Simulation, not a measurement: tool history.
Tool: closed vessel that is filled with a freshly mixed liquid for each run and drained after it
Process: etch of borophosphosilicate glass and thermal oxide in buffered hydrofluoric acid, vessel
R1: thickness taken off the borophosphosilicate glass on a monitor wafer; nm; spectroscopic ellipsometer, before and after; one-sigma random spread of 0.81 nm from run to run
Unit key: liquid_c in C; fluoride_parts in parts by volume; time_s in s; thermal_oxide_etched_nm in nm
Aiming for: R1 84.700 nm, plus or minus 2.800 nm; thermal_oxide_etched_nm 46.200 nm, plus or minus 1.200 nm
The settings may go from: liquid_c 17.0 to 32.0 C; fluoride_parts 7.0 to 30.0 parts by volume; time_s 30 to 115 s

{"run": 1, "day": 0.0, "liquid_c": 24.0, "fluoride_parts": 20.0, "time_s": 60, "R1": 62.356, "thermal_oxide_etched_nm": 34.602}
{"run": 2, "day": 0.35, "liquid_c": 26.0, "fluoride_parts": 20.0, "time_s": 60, "R1": 70.643, "thermal_oxide_etched_nm": 38.494}
{"run": 3, "day": 0.621, "liquid_c": 22.5, "fluoride_parts": 20.0, "time_s": 60, "R1": 58.161, "thermal_oxide_etched_nm": 31.953}
{"run": 4, "day": 0.85, "liquid_c": 19.0, "fluoride_parts": 20.0, "time_s": 60, "R1": 47.41, "thermal_oxide_etched_nm": 26.271}
{"run": 5, "day": 1.217, "liquid_c": 22.5, "fluoride_parts": 20.0, "time_s": 60, "R1": 57.849, "thermal_oxide_etched_nm": 31.75}
{"run": 6, "day": 1.267, "liquid_c": 25.0, "fluoride_parts": 20.0, "time_s": 60, "R1": 66.778, "thermal_oxide_etched_nm": 36.443}
{"run": 7, "day": 1.462, "liquid_c": 26.5, "fluoride_parts": 20.0, "time_s": 60, "R1": 72.164, "thermal_oxide_etched_nm": 39.946}
{"run": 8, "day": 1.75, "liquid_c": 27.5, "fluoride_parts": 20.0, "time_s": 60, "R1": 74.944, "thermal_oxide_etched_nm": 42.193}
{"run": 9, "day": 1.783, "liquid_c": 28.0, "fluoride_parts": 19.5, "time_s": 60, "R1": 82.152, "thermal_oxide_etched_nm": 43.714}
{"run": 10, "day": 2.058, "liquid_c": 28.0, "fluoride_parts": 19.5, "time_s": 60, "R1": 81.125, "thermal_oxide_etched_nm": 43.908}

Exercise: of the 5 proposed moves below, exactly one satisfies all targets within the stated allowed misses. Which move is it?
{"run": "A", "day": 2.333, "liquid_c": 23.5, "fluoride_parts": 30.0, "time_s": 100, "R1": "?", "thermal_oxide_etched_nm": "?"}
{"run": "B", "day": 2.333, "liquid_c": 27.5, "fluoride_parts": 20.5, "time_s": 60, "R1": "?", "thermal_oxide_etched_nm": "?"}
{"run": "C", "day": 2.333, "liquid_c": 27.5, "fluoride_parts": 16.0, "time_s": 50, "R1": "?", "thermal_oxide_etched_nm": "?"}
{"run": "D", "day": 2.333, "liquid_c": 30.0, "fluoride_parts": 19.0, "time_s": 55, "R1": "?", "thermal_oxide_etched_nm": "?"}
{"run": "E", "day": 2.333, "liquid_c": 28.5, "fluoride_parts": 13.5, "time_s": 40, "R1": "?", "thermal_oxide_etched_nm": "?"}

move=A R1=77.408 thermal_oxide_etched_nm=42.280
move=B R1=74.921 thermal_oxide_etched_nm=40.964
move=C R1=79.148 thermal_oxide_etched_nm=43.242
move=D R1=83.829 thermal_oxide_etched_nm=45.876
move=E R1=78.904 thermal_oxide_etched_nm=43.100
A: moves away from the targets compared with the last run
B: moves away from the targets compared with the last run
C: moves away from the targets compared with the last run
D: all results in spec
E: moves away from the targets compared with the last run
So the answer is move D, the one that meets all the targets.
